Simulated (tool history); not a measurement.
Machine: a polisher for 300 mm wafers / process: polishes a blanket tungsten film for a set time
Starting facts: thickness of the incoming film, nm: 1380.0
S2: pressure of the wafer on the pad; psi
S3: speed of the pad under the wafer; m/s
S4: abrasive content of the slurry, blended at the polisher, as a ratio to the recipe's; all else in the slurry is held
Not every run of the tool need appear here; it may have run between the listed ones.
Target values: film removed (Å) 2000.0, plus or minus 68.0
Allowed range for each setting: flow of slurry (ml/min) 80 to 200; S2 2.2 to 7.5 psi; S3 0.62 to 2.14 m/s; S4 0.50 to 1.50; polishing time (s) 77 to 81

Run 1, hour 0.0: flow of slurry (ml/min) 130, S2 4.8 psi, S3 1.38 m/s, S4 1.00, polishing time (s) 77. Result: film removed (Å) 5886.1.
Run 2, hour 3.3: flow of slurry (ml/min) 125, S2 4.2 psi, S3 1.24 m/s, S4 1.00, polishing time (s) 77. Result: film removed (Å) 4710.3.
Run 3, hour 7.9: flow of slurry (ml/min) 125, S2 4.2 psi, S3 1.24 m/s, S4 1.10, polishing time (s) 77. Result: film removed (Å) 4823.9.
Run 4, hour 9.2: flow of slurry (ml/min) 125, S2 4.2 psi, S3 1.24 m/s, S4 1.10, polishing time (s) 77. Result: film removed (Å) 4903.8.
Run 5, hour 11.9: flow of slurry (ml/min) 125, S2 4.2 psi, S3 1.24 m/s, S4 0.90, polishing time (s) 77. Result: film removed (Å) 4579.4.
Run 6, hour 18.6: flow of slurry (ml/min) 120, S2 3.8 psi, S3 1.12 m/s, S4 0.90, polishing time (s) 77. Result: film removed (Å) 3755.7.
Run 7, hour 22.9: flow of slurry (ml/min) 115, S2 3.5 psi, S3 1.04 m/s, S4 0.90, polishing time (s) 77. Result: film removed (Å) 3201.7.
Run 8, hour 31.3: flow of slurry (ml/min) 110, S2 3.2 psi, S3 1.00 m/s, S4 0.90, polishing time (s) 77. Result: film removed (Å) 2838.6.
Run 9, hour 34.4: flow of slurry (ml/min) 90, S2 2.2 psi, S3 0.86 m/s, S4 0.90, polishing time (s) 77. Result: film removed (Å) 1602.5.
Run 10, hour 38.6: flow of slurry (ml/min) 125, S2 2.3 psi, S3 0.86 m/s, S4 0.90, polishing time (s) 77. Result: film removed (Å) 1796.7.

Consider the 5 candidate settings below. Which is the only one whose results all fall within their allowed miss of target?
Run A, hour 42.8: flow of slurry (ml/min) 100, S2 2.7 psi, S3 0.90 m/s, S4 1.00, polishing time (s) 77. Result: film removed (Å) ?.
Run B, hour 42.8: flow of slurry (ml/min) 130, S2 2.2 psi, S3 0.70 m/s, S4 0.90, polishing time (s) 77. Result: film removed (Å) ?.
Run C, hour 42.8: flow of slurry (ml/min) 120, S2 3.3 psi, S3 0.62 m/s, S4 0.75, polishing time (s) 79. Result: film removed (Å) ?.
Run D, hour 42.8: flow of slurry (ml/min) 100, S2 3.4 psi, S3 0.64 m/s, S4 1.05, polishing time (s) 78. Result: film removed (Å) ?.
Run E, hour 42.8: flow of slurry (ml/min) 140, S2 2.3 psi, S3 0.76 m/s, S4 0.90, polishing time (s) 78. Result: film removed (Å) ?.

move  film removed (Å)
   A            2143.7
   B            1437.6
   C            1818.1
   D            1981.9
   E            1663.7
A: takes the biggest miss from the last run beyond its target
B: moves away from the targets compared with the last run
C: gains on the last run, yet a result remains outside its allowed miss
D: every result within its allowed miss
E: moves away from the targets compared with the last run
Move D is the one to make.
